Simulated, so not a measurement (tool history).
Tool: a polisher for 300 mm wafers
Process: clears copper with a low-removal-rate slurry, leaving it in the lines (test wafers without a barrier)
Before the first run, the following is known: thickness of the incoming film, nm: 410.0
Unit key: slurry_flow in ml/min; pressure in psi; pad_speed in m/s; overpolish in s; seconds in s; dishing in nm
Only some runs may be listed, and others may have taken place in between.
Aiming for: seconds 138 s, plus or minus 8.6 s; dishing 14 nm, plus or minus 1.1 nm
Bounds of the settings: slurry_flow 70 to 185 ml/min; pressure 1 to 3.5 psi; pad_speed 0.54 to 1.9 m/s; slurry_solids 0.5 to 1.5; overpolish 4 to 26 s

{"run": 1, "hour": 0.0, "slurry_flow": 120, "pressure": 2.2, "pad_speed": 1.22, "slurry_solids": 1, "overpolish": 13, "seconds": 153.69, "dishing": 20.892}
{"run": 2, "hour": 4.0, "slurry_flow": 120, "pressure": 2.7, "pad_speed": 1.22, "slurry_solids": 1, "overpolish": 13, "seconds": 129.87, "dishing": 26.355}
{"run": 3, "hour": 9.7, "slurry_flow": 120, "pressure": 2.7, "pad_speed": 1.22, "slurry_solids": 1, "overpolish": 11, "seconds": 130.81, "dishing": 22.312}
{"run": 4, "hour": 13.5, "slurry_flow": 120, "pressure": 2.7, "pad_speed": 1.12, "slurry_solids": 1, "overpolish": 11, "seconds": 135.56, "dishing": 21.206}
{"run": 5, "hour": 22.2, "slurry_flow": 120, "pressure": 2.7, "pad_speed": 1.12, "slurry_solids": 1, "overpolish": 10, "seconds": 141.52, "dishing": 18.696}
{"run": 6, "hour": 24.8, "slurry_flow": 120, "pressure": 3.3, "pad_speed": 1.12, "slurry_solids": 1, "overpolish": 10, "seconds": 112.84, "dishing": 21.711}
{"run": 7, "hour": 30.1, "slurry_flow": 120, "pressure": 3.2, "pad_speed": 1.1, "slurry_solids": 1, "overpolish": 9, "seconds": 115.53, "dishing": 19.978}
{"run": 8, "hour": 36.2, "slurry_flow": 120, "pressure": 3.1, "pad_speed": 1.08, "slurry_solids": 1, "overpolish": 8, "seconds": 126.47, "dishing": 17.45}
{"run": 9, "hour": 40.8, "slurry_flow": 120, "pressure": 2.9, "pad_speed": 1.08, "slurry_solids": 1, "overpolish": 5, "seconds": 136.12, "dishing": 10.81}
{"run": 10, "hour": 43.5, "slurry_flow": 120, "pressure": 2.9, "pad_speed": 1.06, "slurry_solids": 1, "overpolish": 6, "seconds": 138.41, "dishing": 12.427}

Exactly one of the 5 candidate moves below puts every result within its allowed miss. Which one?
{"run": "A", "hour": 46.2, "slurry_flow": 125, "pressure": 2.5, "pad_speed": 1.08, "slurry_solids": 1.15, "overpolish": 6, "seconds": "?", "dishing": "?"}
{"run": "B", "hour": 46.2, "slurry_flow": 120, "pressure": 2.8, "pad_speed": 1.02, "slurry_solids": 1, "overpolish": 6, "seconds": "?", "dishing": "?"}
{"run": "C", "hour": 46.2, "slurry_flow": 110, "pressure": 2.7, "pad_speed": 1.04, "slurry_solids": 1.05, "overpolish": 6, "seconds": "?", "dishing": "?"}
{"run": "D", "hour": 46.2, "slurry_flow": 95, "pressure": 2.5, "pad_speed": 1.42, "slurry_solids": 0.8, "overpolish": 7, "seconds": "?", "dishing": "?"}
{"run": "E", "hour": 46.2, "slurry_flow": 165, "pressure": 2, "pad_speed": 1.48, "slurry_solids": 1.15, "overpolish": 5, "seconds": "?", "dishing": "?"}

move=A seconds=146.79 dishing=11.194
move=B seconds=142.52 dishing=11.521
move=C seconds=147.19 dishing=11.175
move=D seconds=135.55 dishing=13.894
move=E seconds=134.02 dishing=10.251
A: the biggest miss grows against the last run
B: the biggest miss grows against the last run
C: the biggest miss grows against the last run
D: meets every target
E: the biggest miss grows against the last run
The move that meets every target is D.
